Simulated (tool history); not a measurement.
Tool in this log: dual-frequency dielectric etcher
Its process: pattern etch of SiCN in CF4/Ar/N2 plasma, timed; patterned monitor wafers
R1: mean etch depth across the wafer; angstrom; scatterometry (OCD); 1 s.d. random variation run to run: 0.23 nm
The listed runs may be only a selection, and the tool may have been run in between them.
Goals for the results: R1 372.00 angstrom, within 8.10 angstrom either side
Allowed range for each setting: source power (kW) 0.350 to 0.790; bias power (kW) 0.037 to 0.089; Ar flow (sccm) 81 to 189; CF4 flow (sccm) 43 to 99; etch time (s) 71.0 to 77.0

run 1 hour=0.0 | source_power_(kW)=0.570 bias_power_(kW)=0.063 Ar_flow_(sccm)=135 CF4_flow_(sccm)=71 etch_time_(s)=77.0 | R1=630.65
run 2 hour=7.5 | source_power_(kW)=0.540 bias_power_(kW)=0.060 Ar_flow_(sccm)=139 CF4_flow_(sccm)=70 etch_time_(s)=76.5 | R1=575.77
run 3 hour=11.4 | source_power_(kW)=0.510 bias_power_(kW)=0.058 Ar_flow_(sccm)=140 CF4_flow_(sccm)=70 etch_time_(s)=76.5 | R1=537.46
run 4 hour=12.5 | source_power_(kW)=0.510 bias_power_(kW)=0.051 Ar_flow_(sccm)=140 CF4_flow_(sccm)=70 etch_time_(s)=76.5 | R1=502.43
run 5 hour=20.2 | source_power_(kW)=0.510 bias_power_(kW)=0.051 Ar_flow_(sccm)=140 CF4_flow_(sccm)=64 etch_time_(s)=76.5 | R1=494.99
run 6 hour=21.7 | source_power_(kW)=0.510 bias_power_(kW)=0.040 Ar_flow_(sccm)=140 CF4_flow_(sccm)=64 etch_time_(s)=76.5 | R1=436.47
run 7 hour=24.1 | source_power_(kW)=0.500 bias_power_(kW)=0.040 Ar_flow_(sccm)=140 CF4_flow_(sccm)=64 etch_time_(s)=76.5 | R1=421.39
run 8 hour=32.9 | source_power_(kW)=0.490 bias_power_(kW)=0.040 Ar_flow_(sccm)=140 CF4_flow_(sccm)=64 etch_time_(s)=76.5 | R1=417.48
run 9 hour=35.6 | source_power_(kW)=0.480 bias_power_(kW)=0.040 Ar_flow_(sccm)=140 CF4_flow_(sccm)=64 etch_time_(s)=76.5 | R1=404.17
run 10 hour=41.9 | source_power_(kW)=0.420 bias_power_(kW)=0.039 Ar_flow_(sccm)=140 CF4_flow_(sccm)=64 etch_time_(s)=76.5 | R1=360.82

4 next moves are on the table. One of them brings every result within its allowed miss. Which?
run A hour=48.2 | source_power_(kW)=0.390 bias_power_(kW)=0.045 Ar_flow_(sccm)=148 CF4_flow_(sccm)=66 etch_time_(s)=72.0 | R1=?
run B hour=48.2 | source_power_(kW)=0.400 bias_power_(kW)=0.040 Ar_flow_(sccm)=133 CF4_flow_(sccm)=64 etch_time_(s)=76.0 | R1=?
run C hour=48.2 | source_power_(kW)=0.410 bias_power_(kW)=0.041 Ar_flow_(sccm)=154 CF4_flow_(sccm)=73 etch_time_(s)=77.0 | R1=?
run D hour=48.2 | source_power_(kW)=0.390 bias_power_(kW)=0.037 Ar_flow_(sccm)=106 CF4_flow_(sccm)=65 etch_time_(s)=77.0 | R1=?

move=A R1=344.20
move=B R1=352.72
move=C R1=367.40
move=D R1=354.23
A: lands further from the targets than the last run did
B: lands further from the targets than the last run did
C: hits every target within its allowed miss
D: lands further from the targets than the last run did
Answer: C
